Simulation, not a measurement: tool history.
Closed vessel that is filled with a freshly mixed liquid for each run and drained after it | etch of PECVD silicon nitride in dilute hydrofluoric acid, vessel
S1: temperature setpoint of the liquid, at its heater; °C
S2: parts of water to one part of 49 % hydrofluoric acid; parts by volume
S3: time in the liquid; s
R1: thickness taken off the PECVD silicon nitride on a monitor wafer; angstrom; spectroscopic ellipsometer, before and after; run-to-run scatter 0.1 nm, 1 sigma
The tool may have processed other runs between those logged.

Run 1, hour 0: S1 20 °C, S2 110 parts by volume, S3 900 s. Result: R1 197.5 angstrom.
Run 2, hour 0.7: S1 21 °C, S2 110 parts by volume, S3 900 s. Result: R1 211.78 angstrom.
Run 3, hour 2: S1 22 °C, S2 110 parts by volume, S3 900 s. Result: R1 224.85 angstrom.
Run 4, hour 5.8: S1 24 °C, S2 110 parts by volume, S3 900 s. Result: R1 258.5 angstrom.
Run 5, hour 12.1: S1 24.5 °C, S2 110 parts by volume, S3 900 s. Result: R1 265.67 angstrom.
Run 6, hour 20.1: S1 25 °C, S2 110 parts by volume, S3 900 s. Result: R1 278.35 angstrom.
Run 7, hour 21.4: S1 25.5 °C, S2 110 parts by volume, S3 900 s. Result: R1 285.64 angstrom.
Run 8, hour 22.2: S1 26 °C, S2 110 parts by volume, S3 900 s. Result: R1 294.45 angstrom.
Run 9, hour 27.3: S1 26.5 °C, S2 110 parts by volume, S3 900 s. Result: R1 304.07 angstrom.
Run 10, hour 31.1: S1 27 °C, S2 110 parts by volume, S3 900 s. Result: R1 315.76 angstrom.
Run 11, hour 33.8: S1 27.5 °C, S2 110 parts by volume, S3 900 s. Result: R1 323.38 angstrom.
Run 12, hour 34.9: S1 27 °C, S2 110 parts by volume, S3 900 s. Result: R1 313.85 angstrom.
Run 13, hour 38.3: S1 27.5 °C, S2 110 parts by volume, S3 900 s. Result: R1 323.2 angstrom.
Run 14, hour 46.7: S1 27 °C, S2 110 parts by volume, S3 900 s. Result: R1 312.87 angstrom.
Run 15, hour 55: S1 27.5 °C, S2 110 parts by volume, S3 900 s. Result: R1 324.2 angstrom.
Run 16, hour 56.9: S1 27.5 °C, S2 110 parts by volume, S3 900 s. Result: R1 324.13 angstrom.
Run 17, hour 60.9: S1 27 °C, S2 110 parts by volume, S3 900 s. Result: R1 313.74 angstrom.
Run 18, hour 69.8: S1 27.5 °C, S2 110 parts by volume, S3 900 s. Result: R1 323.98 angstrom.
Run 19, hour 77.7: S1 27 °C, S2 110 parts by volume, S3 900 s. Result: R1 313.29 angstrom.
Run 20, hour 79.8: S1 27.5 °C, S2 110 parts by volume, S3 900 s. Result: R1 324.31 angstrom.
Run 21, hour 84.7: S1 27 °C, S2 110 parts by volume, S3 900 s. Result: R1 314.62 angstrom.
Run 22, hour 90.9: S1 27 °C, S2 110 parts by volume, S3 900 s. Result: R1 315.87 angstrom.
Run 23, hour 95.8: S1 27.5 °C, S2 110 parts by volume, S3 900 s. Result: R1 324.73 angstrom.
Run 24, hour 97.5: S1 27 °C, S2 110 parts by volume, S3 900 s. Result: R1 316.46 angstrom.
Run 25, hour 98.1: S1 27.5 °C, S2 110 parts by volume, S3 900 s. Result: R1 324.2 angstrom.

Run 26 has not been measured yet. What should we expect?
Run 26, hour 102.2: S1 27 °C, S2 110 parts by volume, S3 900 s. Result: R1 ?.

{"run 26": {"R1": 314.94}}
